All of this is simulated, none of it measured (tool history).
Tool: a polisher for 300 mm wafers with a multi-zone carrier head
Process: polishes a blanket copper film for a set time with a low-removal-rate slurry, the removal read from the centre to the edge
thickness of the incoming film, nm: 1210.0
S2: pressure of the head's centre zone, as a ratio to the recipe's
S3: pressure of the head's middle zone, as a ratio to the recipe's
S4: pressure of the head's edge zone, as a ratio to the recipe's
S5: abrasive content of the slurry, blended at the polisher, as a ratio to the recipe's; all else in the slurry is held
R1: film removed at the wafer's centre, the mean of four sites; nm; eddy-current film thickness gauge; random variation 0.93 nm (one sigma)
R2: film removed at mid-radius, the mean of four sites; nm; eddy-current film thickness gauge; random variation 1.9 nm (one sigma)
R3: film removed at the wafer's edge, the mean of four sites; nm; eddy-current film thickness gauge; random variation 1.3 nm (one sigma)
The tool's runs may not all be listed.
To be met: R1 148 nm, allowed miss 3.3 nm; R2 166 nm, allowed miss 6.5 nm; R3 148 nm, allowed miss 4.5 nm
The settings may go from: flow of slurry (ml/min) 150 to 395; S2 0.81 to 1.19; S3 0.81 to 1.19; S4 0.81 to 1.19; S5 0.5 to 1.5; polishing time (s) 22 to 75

run 1 hour=0 | flow_of_slurry_(ml/min)=250 S2=1 S3=1 S4=1 S5=1 polishing_time_(s)=48 | R1=166.67 R2=164.19 R3=160.28
run 2 hour=5.9 | flow_of_slurry_(ml/min)=240 S2=0.99 S3=1.01 S4=0.98 S5=1 polishing_time_(s)=48 | R1=163.4 R2=163.73 R3=162.53
run 3 hour=10.3 | flow_of_slurry_(ml/min)=240 S2=0.99 S3=1.01 S4=0.98 S5=1 polishing_time_(s)=39 | R1=132.47 R2=134.21 R3=131.85
run 4 hour=15.9 | flow_of_slurry_(ml/min)=240 S2=0.99 S3=1.01 S4=0.98 S5=1 polishing_time_(s)=48 | R1=165.07 R2=164.1 R3=159.93
run 5 hour=17.5 | flow_of_slurry_(ml/min)=240 S2=1.05 S3=1.01 S4=0.98 S5=1 polishing_time_(s)=48 | R1=173.99 R2=167.29 R3=159.65
run 6 hour=21.3 | flow_of_slurry_(ml/min)=240 S2=1.05 S3=1.01 S4=1.04 S5=1 polishing_time_(s)=48 | R1=174.7 R2=166.11 R3=162.44
run 7 hour=24.6 | flow_of_slurry_(ml/min)=240 S2=1.03 S3=1.03 S4=1.01 S5=0.95 polishing_time_(s)=48 | R1=166.72 R2=164.83 R3=158.21
run 8 hour=27.1 | flow_of_slurry_(ml/min)=235 S2=1.02 S3=1.05 S4=0.99 S5=0.95 polishing_time_(s)=48 | R1=166.5 R2=170.11 R3=158.93

Which of these 5 next moves meets every target?
run A hour=29.6 | flow_of_slurry_(ml/min)=220 S2=0.82 S3=1.04 S4=1.07 S5=1.05 polishing_time_(s)=47 | R1=? R2=? R3=?
run B hour=29.6 | flow_of_slurry_(ml/min)=250 S2=1.09 S3=1.18 S4=0.93 S5=1 polishing_time_(s)=43 | R1=? R2=? R3=?
run C hour=29.6 | flow_of_slurry_(ml/min)=275 S2=1.17 S3=0.96 S4=0.98 S5=0.95 polishing_time_(s)=49 | R1=? R2=? R3=?
run D hour=29.6 | flow_of_slurry_(ml/min)=240 S2=0.87 S3=1.04 S4=0.99 S5=0.7 polishing_time_(s)=55 | R1=? R2=? R3=?
run E hour=29.6 | flow_of_slurry_(ml/min)=330 S2=0.99 S3=1.14 S4=1.04 S5=0.6 polishing_time_(s)=51 | R1=? R2=? R3=?

move=A R1=133.74 R2=170.65 R3=163.19
move=B R1=163.01 R2=173.32 R3=140.13
move=C R1=197.86 R2=164.33 R3=161.85
move=D R1=146.02 R2=175.32 R3=162.13
move=E R1=149.79 R2=169.99 R3=147.13
A: takes the result that was furthest off past its target
B: nearer than the last run, and not there yet
C: further off than the last run
D: brings the result that was furthest off to its target, and leaves another outside
E: meets every target
Answer: E
